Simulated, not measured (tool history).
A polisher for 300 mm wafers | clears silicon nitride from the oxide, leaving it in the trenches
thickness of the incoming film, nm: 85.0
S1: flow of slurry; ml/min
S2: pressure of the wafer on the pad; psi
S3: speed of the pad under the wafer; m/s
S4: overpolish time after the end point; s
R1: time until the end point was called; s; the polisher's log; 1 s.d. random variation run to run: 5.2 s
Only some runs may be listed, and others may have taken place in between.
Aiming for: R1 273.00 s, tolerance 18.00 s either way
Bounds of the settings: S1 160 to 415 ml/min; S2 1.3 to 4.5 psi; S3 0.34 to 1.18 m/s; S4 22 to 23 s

run	hour	S1	S2	S3	S4	R1
1	0.0	265	2.9	0.76	22	116.88
2	1.5	265	2.7	0.74	22	125.46
3	9.2	265	2.6	0.70	22	133.34
4	10.2	265	2.5	0.66	22	143.73
5	17.7	290	2.5	0.66	22	144.14
6	21.6	290	2.5	0.66	22	141.19
7	30.0	285	2.4	0.64	22	155.17
8	34.5	285	2.3	0.62	22	163.60
9	39.6	285	2.3	0.62	22	161.72
10	46.5	285	2.2	0.60	22	175.97
11	47.5	285	2.1	0.60	22	176.50
12	53.4	285	2.0	0.58	22	189.91
13	61.0	285	1.9	0.56	22	206.08
14	64.5	285	1.8	0.56	22	209.86
15	70.0	285	1.7	0.56	22	221.09

Exactly one of the 5 candidate moves below puts every result within its allowed miss. Which one?
A	75.5	310	2.2	0.62	23	?
B	75.5	335	1.6	0.80	22	?
C	75.5	285	1.7	0.52	22	?
D	75.5	305	1.4	0.54	22	?
E	75.5	290	1.3	0.48	23	?

move	R1
A	168.36
B	195.64
C	237.86
D	278.88
E	318.32
A: lands further from the targets than the last run did
B: lands further from the targets than the last run did
C: moves toward the targets from the last run without getting all of them in spec
D: all results land within tolerance of their targets
E: takes the biggest miss from the last run beyond its target
Go with D: it meets all targets.
